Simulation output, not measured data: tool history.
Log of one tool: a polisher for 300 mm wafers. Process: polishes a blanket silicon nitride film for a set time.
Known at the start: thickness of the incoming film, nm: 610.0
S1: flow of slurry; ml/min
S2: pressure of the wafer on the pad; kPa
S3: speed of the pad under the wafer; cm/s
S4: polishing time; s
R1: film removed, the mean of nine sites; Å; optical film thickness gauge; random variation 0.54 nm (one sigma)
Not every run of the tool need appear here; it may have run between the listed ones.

| run | hour | S1 | S2 | S3 | S4 | R1 |
|---|---|---|---|---|---|---|
| 1 | 0.0 | 195 | 31.0 | 82 | 25 | 437.21 |
| 2 | 0.8 | 195 | 31.0 | 82 | 22 | 386.84 |
| 3 | 6.9 | 195 | 31.0 | 82 | 22 | 384.65 |
| 4 | 15.8 | 175 | 31.0 | 82 | 22 | 377.53 |
| 5 | 24.6 | 150 | 31.0 | 82 | 22 | 366.56 |
| 6 | 31.8 | 170 | 33.1 | 82 | 22 | 395.69 |

What will run 7 give?
| 7 | 39.6 | 190 | 35.2 | 82 | 22 | ? |

{"run 7": {"R1": 416.54}}
